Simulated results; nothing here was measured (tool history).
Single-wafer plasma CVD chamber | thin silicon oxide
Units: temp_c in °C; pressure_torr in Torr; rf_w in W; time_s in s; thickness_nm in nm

run	hour	temp_c	pressure_torr	rf_w	time_s	thickness_nm
1	0.0	420	0.824	270	8.7	15.889
2	1.5	420	0.824	240	8.7	15.178
3	8.0	420	0.812	240	8.7	14.941
4	9.1	416	0.812	240	8.7	15.029
5	11.2	416	0.872	240	8.7	16.026
6	13.4	416	0.850	240	8.7	15.588
# hour 21.7: RF generator calibrated
7	21.7	416	0.833	240	8.7	15.901
8	28.6	419	0.830	240	8.7	15.754
9	32.0	417	0.818	240	8.7	15.540
10	38.1	420	0.807	240	8.7	15.301
11	41.3	420	0.790	240	8.7	15.102

The next listed run, before its measurement:
12	49.7	420	0.774	240	8.7	?

Run 12 gave thickness_nm 14.706 nm.

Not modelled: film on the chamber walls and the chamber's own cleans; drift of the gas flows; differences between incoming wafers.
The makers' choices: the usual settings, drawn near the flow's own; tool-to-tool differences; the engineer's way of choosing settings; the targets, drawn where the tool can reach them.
